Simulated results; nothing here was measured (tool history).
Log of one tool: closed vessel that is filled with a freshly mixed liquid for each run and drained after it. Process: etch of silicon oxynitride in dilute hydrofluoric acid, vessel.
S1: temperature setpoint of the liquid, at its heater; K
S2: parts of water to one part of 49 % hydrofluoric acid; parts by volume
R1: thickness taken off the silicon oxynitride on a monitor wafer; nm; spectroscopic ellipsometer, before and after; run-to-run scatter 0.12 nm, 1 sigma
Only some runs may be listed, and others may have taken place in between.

run 1 hour=0.0 | S1=296.15 S2=165 time_in_the_liquid_(s)=395 | R1=10.141
run 2 hour=6.2 | S1=297.65 S2=160 time_in_the_liquid_(s)=395 | R1=11.364
run 3 hour=12.6 | S1=297.65 S2=125 time_in_the_liquid_(s)=395 | R1=15.040
run 4 hour=19.4 | S1=298.15 S2=125 time_in_the_liquid_(s)=395 | R1=15.564
run 5 hour=26.3 | S1=296.15 S2=125 time_in_the_liquid_(s)=395 | R1=13.980
run 6 hour=33.0 | S1=294.65 S2=125 time_in_the_liquid_(s)=395 | R1=13.043
run 7 hour=38.3 | S1=295.65 S2=125 time_in_the_liquid_(s)=395 | R1=13.600

For run 8, what comes out?
run 8 hour=40.6 | S1=296.15 S2=125 time_in_the_liquid_(s)=395 | R1=?

{"run 8": {"R1": 13.691}}
